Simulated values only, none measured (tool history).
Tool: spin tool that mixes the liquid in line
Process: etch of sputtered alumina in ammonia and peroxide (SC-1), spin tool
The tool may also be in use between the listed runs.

run	day	temperature setpoint of the liquid (C)	parts of 29 % ammonia solution to one part of 30 % peroxide (parts by volume)	time under the liquid (s)	thickness taken off the sputtered alumina on a monitor wafer (Å)
1	0.000	56.0	0.60	270	180.73
2	0.317	56.0	0.70	270	183.07
3	0.488	56.0	0.70	270	181.38
4	0.738	57.0	0.70	270	194.26
5	0.783	57.5	0.70	270	197.37
6	0.908	57.5	0.85	270	201.13
7	1.204	58.0	0.85	270	206.58

The next listed run, before its measurement:
8	1.312	58.5	0.85	270	?

thickness taken off the sputtered alumina on a monitor wafer (Å): 210.44

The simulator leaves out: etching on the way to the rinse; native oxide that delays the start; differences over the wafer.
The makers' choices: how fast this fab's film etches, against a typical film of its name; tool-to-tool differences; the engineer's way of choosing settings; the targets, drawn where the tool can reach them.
